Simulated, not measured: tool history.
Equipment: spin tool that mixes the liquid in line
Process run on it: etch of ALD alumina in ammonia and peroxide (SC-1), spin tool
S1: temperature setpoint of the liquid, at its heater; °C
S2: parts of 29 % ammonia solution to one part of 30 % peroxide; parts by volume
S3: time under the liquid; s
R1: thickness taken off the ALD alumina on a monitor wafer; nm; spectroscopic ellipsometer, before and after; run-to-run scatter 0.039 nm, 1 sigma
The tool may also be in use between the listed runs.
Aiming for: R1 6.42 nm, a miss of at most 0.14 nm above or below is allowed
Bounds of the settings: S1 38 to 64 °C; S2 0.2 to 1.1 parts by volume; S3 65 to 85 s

run 1 day=0 | S1=48 S2=0.6 S3=85 | R1=4.6461
run 2 day=0.162 | S1=48 S2=0.6 S3=85 | R1=4.6122
run 3 day=0.196 | S1=48 S2=0.75 S3=85 | R1=4.6754
run 4 day=0.271 | S1=48 S2=0.75 S3=85 | R1=4.6955
run 5 day=0.421 | S1=48 S2=0.65 S3=85 | R1=4.6115
run 6 day=0.538 | S1=41 S2=0.65 S3=85 | R1=3.095
run 7 day=0.829 | S1=42.5 S2=0.65 S3=85 | R1=3.4292
run 8 day=1.012 | S1=43.5 S2=0.65 S3=85 | R1=3.5777
run 9 day=1.088 | S1=44.5 S2=0.65 S3=85 | R1=3.838
run 10 day=1.333 | S1=45.5 S2=0.65 S3=85 | R1=4.0366
run 11 day=1.625 | S1=45.5 S2=0.65 S3=85 | R1=4.0142
run 12 day=1.75 | S1=46.5 S2=0.65 S3=85 | R1=4.2641
run 13 day=2.021 | S1=54.5 S2=0.65 S3=85 | R1=6.5799

Which of these 4 next moves meets every target?
run A day=2.292 | S1=55.5 S2=0.6 S3=85 | R1=?
run B day=2.292 | S1=54.5 S2=0.7 S3=85 | R1=?
run C day=2.292 | S1=60.5 S2=0.6 S3=65 | R1=?
run D day=2.292 | S1=59.5 S2=0.55 S3=65 | R1=?

move=A R1=6.9373
move=B R1=6.6752
move=C R1=6.8819
move=D R1=6.4839
A: lands further from the targets than the last run did
B: lands further from the targets than the last run did
C: lands further from the targets than the last run did
D: in spec on every target
D meets every target.

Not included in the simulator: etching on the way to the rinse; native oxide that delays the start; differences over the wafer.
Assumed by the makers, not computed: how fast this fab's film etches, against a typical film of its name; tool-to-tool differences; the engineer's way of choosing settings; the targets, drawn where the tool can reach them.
